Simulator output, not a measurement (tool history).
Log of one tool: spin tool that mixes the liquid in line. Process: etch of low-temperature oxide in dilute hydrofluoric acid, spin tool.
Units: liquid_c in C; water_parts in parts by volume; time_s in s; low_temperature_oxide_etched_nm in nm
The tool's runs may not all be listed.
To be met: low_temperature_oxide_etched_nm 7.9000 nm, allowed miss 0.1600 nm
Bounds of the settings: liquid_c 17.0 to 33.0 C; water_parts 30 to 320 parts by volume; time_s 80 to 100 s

run,hour,liquid_c,water_parts,time_s,low_temperature_oxide_etched_nm
1,0.0,25.0,175,100,12.4030
2,0.8,25.0,130,100,17.6000
3,3.9,25.0,105,100,22.3450
4,4.5,22.5,130,100,15.9500
5,8.1,21.0,145,100,13.3650
6,11.8,21.0,190,100,9.6856
7,20.5,20.0,190,100,9.2830
8,27.0,19.0,190,100,8.8806
9,35.8,18.5,190,100,8.7519
10,37.5,18.0,190,100,8.6175
11,41.9,17.5,190,100,8.4043

Which of these 5 next moves meets every target?
A,46.3,19.0,210,100,?
B,46.3,17.5,190,90,?
C,46.3,19.0,160,80,?
D,46.3,18.5,190,100,?
E,46.3,17.0,180,100,?

move,low_temperature_oxide_etched_nm
A,7.9602
B,7.6065
C,8.7761
D,8.7938
E,8.8263
A: meets every target
B: takes the result that was furthest off past its target
C: further off than the last run
D: further off than the last run
E: further off than the last run
The right move is A.

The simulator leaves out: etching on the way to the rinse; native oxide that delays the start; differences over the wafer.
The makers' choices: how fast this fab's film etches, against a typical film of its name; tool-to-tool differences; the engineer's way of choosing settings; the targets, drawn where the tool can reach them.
